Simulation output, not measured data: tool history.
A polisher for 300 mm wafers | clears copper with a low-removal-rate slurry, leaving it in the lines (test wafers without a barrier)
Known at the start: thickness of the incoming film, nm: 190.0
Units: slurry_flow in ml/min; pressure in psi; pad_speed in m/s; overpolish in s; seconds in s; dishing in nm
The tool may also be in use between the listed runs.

{"run": 1, "day": 0.0, "slurry_flow": 165, "pressure": 2.1, "pad_speed": 1.02, "slurry_solids": 1, "overpolish": 22, "seconds": 105.51, "dishing": 20.919}
{"run": 2, "day": 0.217, "slurry_flow": 165, "pressure": 2.1, "pad_speed": 1.28, "slurry_solids": 1, "overpolish": 22, "seconds": 85.074, "dishing": 24.359}
{"run": 3, "day": 0.296, "slurry_flow": 160, "pressure": 1.9, "pad_speed": 1.24, "slurry_solids": 1, "overpolish": 23, "seconds": 97.73, "dishing": 23.211}
{"run": 4, "day": 0.538, "slurry_flow": 160, "pressure": 1.9, "pad_speed": 1.24, "slurry_solids": 1, "overpolish": 15, "seconds": 97.598, "dishing": 17.25}
{"run": 5, "day": 0.808, "slurry_flow": 155, "pressure": 1.8, "pad_speed": 1.22, "slurry_solids": 1, "overpolish": 17, "seconds": 104.73, "dishing": 17.757}
{"run": 6, "day": 0.942, "slurry_flow": 155, "pressure": 1.8, "pad_speed": 1.22, "slurry_solids": 1, "overpolish": 25, "seconds": 105.2, "dishing": 23.226}
{"run": 7, "day": 1.042, "slurry_flow": 150, "pressure": 1.7, "pad_speed": 1.2, "slurry_solids": 1, "overpolish": 26, "seconds": 113.64, "dishing": 22.444}
{"run": 8, "day": 1.188, "slurry_flow": 145, "pressure": 1.6, "pad_speed": 1.18, "slurry_solids": 1, "overpolish": 27, "seconds": 124.42, "dishing": 21.681}
{"run": 9, "day": 1.442, "slurry_flow": 140, "pressure": 1.5, "pad_speed": 1.18, "slurry_solids": 1, "overpolish": 28, "seconds": 132.8, "dishing": 21.248}
{"run": 10, "day": 1.733, "slurry_flow": 135, "pressure": 1.4, "pad_speed": 1.18, "slurry_solids": 1, "overpolish": 29, "seconds": 142.4, "dishing": 20.883}

The next listed run, before its measurement:
{"run": 11, "day": 2.092, "slurry_flow": 130, "pressure": 1.3, "pad_speed": 1.18, "slurry_solids": 1, "overpolish": 29, "seconds": "?", "dishing": "?"}

{"run 11": {"seconds": 151.59, "dishing": 19.846}}
